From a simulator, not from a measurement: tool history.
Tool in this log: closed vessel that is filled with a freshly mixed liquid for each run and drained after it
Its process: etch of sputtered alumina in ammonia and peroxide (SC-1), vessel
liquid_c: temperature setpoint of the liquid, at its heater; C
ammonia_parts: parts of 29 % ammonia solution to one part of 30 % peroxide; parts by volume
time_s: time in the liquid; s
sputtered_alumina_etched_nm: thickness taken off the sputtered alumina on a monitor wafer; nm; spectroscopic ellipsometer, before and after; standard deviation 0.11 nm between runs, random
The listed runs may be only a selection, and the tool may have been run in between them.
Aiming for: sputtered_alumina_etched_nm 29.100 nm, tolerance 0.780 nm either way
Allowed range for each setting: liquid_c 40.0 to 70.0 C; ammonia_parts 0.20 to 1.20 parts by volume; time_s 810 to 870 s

run,hour,liquid_c,ammonia_parts,time_s,sputtered_alumina_etched_nm
1,0.0,56.0,0.75,810,48.966
2,1.5,54.5,0.75,810,45.036
3,6.0,53.0,0.75,810,41.355
4,15.1,52.0,0.75,810,39.320
5,19.6,51.0,0.75,810,37.447
6,23.2,51.0,0.75,810,37.145
7,27.6,50.5,0.75,810,36.424
8,35.9,50.0,0.75,810,34.990
9,38.4,49.5,0.75,810,34.505
10,46.4,45.5,0.75,810,27.514
11,52.9,46.0,0.75,810,28.129

Pick the move, out of 5, that brings all results within their allowed miss; only one does.
A,59.4,46.0,0.75,845,?
B,59.4,45.0,0.75,825,?
C,59.4,45.0,0.85,810,?
D,59.4,45.5,0.70,810,?
E,59.4,44.5,0.50,870,?

move,sputtered_alumina_etched_nm
A,29.315
B,27.043
C,26.870
D,27.138
E,26.669
A: each result inside its tolerance
B: lands further from the targets than the last run did
C: lands further from the targets than the last run did
D: lands further from the targets than the last run did
E: lands further from the targets than the last run did
Go with A: it meets all targets.
